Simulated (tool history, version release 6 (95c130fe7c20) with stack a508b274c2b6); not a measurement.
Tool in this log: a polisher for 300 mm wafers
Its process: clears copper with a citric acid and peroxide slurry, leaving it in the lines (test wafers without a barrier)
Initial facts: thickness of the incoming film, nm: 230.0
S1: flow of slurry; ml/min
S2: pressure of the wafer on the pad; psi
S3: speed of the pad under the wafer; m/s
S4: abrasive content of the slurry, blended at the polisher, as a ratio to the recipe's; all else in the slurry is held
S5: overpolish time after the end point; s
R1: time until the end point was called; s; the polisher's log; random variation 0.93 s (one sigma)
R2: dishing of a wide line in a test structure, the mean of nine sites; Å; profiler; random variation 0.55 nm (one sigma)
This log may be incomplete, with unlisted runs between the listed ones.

run	hour	S1	S2	S3	S4	S5	R1	R2
1	0.0	295	2.3	1.26	1.0	16	109.940	245.23
2	3.5	295	2.5	1.28	1.0	15	101.910	247.00
3	7.3	295	2.5	1.46	1.0	15	90.376	274.38
4	8.4	295	2.7	1.46	1.0	14	83.797	275.89
5	9.8	295	2.8	1.46	1.0	14	78.984	291.30
6	14.0	340	2.8	1.46	1.0	14	79.977	293.85
7	15.1	340	2.9	1.46	1.0	13	74.398	289.23
8	21.3	340	3.0	1.46	1.0	13	75.028	293.78

The next listed run, before its measurement:
9	22.6	340	3.1	1.46	1.0	13	?	?

Run 9 produced R1 70.631 s, R2 302.91 Å.

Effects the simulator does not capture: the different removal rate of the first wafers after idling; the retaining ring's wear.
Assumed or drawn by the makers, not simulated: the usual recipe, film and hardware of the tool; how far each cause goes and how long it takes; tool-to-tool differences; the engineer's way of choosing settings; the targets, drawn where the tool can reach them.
